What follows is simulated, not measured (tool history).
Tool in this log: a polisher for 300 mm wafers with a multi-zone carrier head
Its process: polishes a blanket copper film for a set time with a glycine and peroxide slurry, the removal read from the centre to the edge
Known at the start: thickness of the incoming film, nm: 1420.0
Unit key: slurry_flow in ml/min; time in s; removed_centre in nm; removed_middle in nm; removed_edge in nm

| run | hour | slurry_flow | centre_zone | middle_zone | edge_zone | time | removed_centre | removed_middle | removed_edge |
|---|---|---|---|---|---|---|---|---|---|
| 1 | 0 | 180 | 1 | 1 | 1 | 32 | 152.49 | 150.77 | 157.36 |
| 2 | 3.9 | 190 | 1 | 1.04 | 1.02 | 34 | 158.99 | 165.54 | 168.14 |
| 3 | 5.2 | 200 | 1.01 | 1.07 | 1.03 | 36 | 172.95 | 179.14 | 178.07 |
| 4 | 8.1 | 200 | 1.01 | 1.07 | 0.99 | 36 | 175.32 | 182.13 | 175.39 |
| 5 | 15.7 | 205 | 1.01 | 1.09 | 1 | 37 | 179.12 | 189.18 | 182.29 |
| 6 | 18 | 210 | 1.01 | 1.11 | 1.01 | 38 | 185.3 | 191.85 | 190.46 |
| 7 | 19.3 | 210 | 0.99 | 1.13 | 0.99 | 39 | 188.86 | 200 | 188.3 |
| 8 | 21.3 | 215 | 0.97 | 1.14 | 0.99 | 40 | 191.18 | 209.58 | 190.98 |
| 9 | 22.5 | 220 | 0.96 | 1.15 | 1.01 | 41 | 196.97 | 215.48 | 201.66 |
| 10 | 27.3 | 225 | 0.95 | 1.16 | 1.01 | 42 | 201.75 | 222.07 | 209.58 |
| 11 | 30.1 | 225 | 0.94 | 1.17 | 1.01 | 43 | 200.3 | 228.42 | 213.36 |
| 12 | 32.5 | 230 | 0.94 | 1.17 | 1.01 | 43 | 195.71 | 228.26 | 216.98 |

Run 13 comes next. What will it give?
| 13 | 38.9 | 230 | 0.94 | 1.17 | 1 | 43 | ? | ? | ? |

removed_centre: 197.05 nm
removed_middle: 231.29 nm
removed_edge: 215.03 nm
